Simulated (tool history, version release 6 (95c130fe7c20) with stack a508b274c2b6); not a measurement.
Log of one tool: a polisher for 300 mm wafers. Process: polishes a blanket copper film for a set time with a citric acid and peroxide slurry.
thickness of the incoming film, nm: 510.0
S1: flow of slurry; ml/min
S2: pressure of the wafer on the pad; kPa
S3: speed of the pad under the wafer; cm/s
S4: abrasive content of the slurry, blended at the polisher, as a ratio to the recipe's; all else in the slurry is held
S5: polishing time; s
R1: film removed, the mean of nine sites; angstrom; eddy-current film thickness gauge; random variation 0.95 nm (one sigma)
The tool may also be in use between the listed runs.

| run | day | S1 | S2 | S3 | S4 | S5 | R1 |
|---|---|---|---|---|---|---|---|
| 1 | 0.000 | 275 | 18.6 | 88 | 1.0 | 67 | 1099.30 |
| 2 | 0.221 | 275 | 18.6 | 106 | 1.0 | 67 | 1244.10 |
| 3 | 0.250 | 275 | 16.5 | 104 | 1.0 | 67 | 1114.40 |
| 4 | 0.617 | 275 | 20.0 | 104 | 1.0 | 67 | 1323.40 |
| 5 | 0.938 | 275 | 17.9 | 100 | 1.0 | 67 | 1148.80 |
| 6 | 0.988 | 320 | 17.9 | 100 | 1.0 | 67 | 1167.20 |
| 7 | 1.321 | 320 | 16.5 | 98 | 1.0 | 67 | 1042.70 |
| 8 | 1.379 | 320 | 15.2 | 98 | 1.0 | 67 | 973.55 |
| 9 | 1.412 | 320 | 13.8 | 98 | 1.0 | 67 | 879.00 |
| 10 | 1.504 | 320 | 13.1 | 98 | 1.0 | 67 | 839.49 |
| 11 | 1.621 | 320 | 12.4 | 98 | 1.0 | 67 | 799.41 |

Run 12 comes next. What will it give?
| 12 | 1.925 | 320 | 11.7 | 98 | 1.0 | 67 | ? |

R1: 765.70 angstrom
